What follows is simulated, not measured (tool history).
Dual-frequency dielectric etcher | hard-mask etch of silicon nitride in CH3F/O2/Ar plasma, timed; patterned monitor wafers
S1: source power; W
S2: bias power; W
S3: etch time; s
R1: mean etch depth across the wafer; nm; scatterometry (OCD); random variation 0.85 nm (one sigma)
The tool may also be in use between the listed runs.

{"run": 1, "hour": 0.0, "S1": 520, "S2": 53, "S3": 250, "R1": 169.1}
{"run": 2, "hour": 4.8, "S1": 500, "S2": 52, "S3": 250, "R1": 165.89}
{"run": 3, "hour": 5.6, "S1": 500, "S2": 52, "S3": 250, "R1": 163.95}
{"run": 4, "hour": 13.2, "S1": 480, "S2": 52, "S3": 250, "R1": 161.93}
{"run": 5, "hour": 14.1, "S1": 470, "S2": 52, "S3": 250, "R1": 162.96}
{"run": 6, "hour": 15.5, "S1": 450, "S2": 51, "S3": 250, "R1": 159.26}

Forecast run 7:
{"run": 7, "hour": 18.3, "S1": 440, "S2": 50, "S3": 250, "R1": "?"}

{"run 7": {"R1": 156.32}}
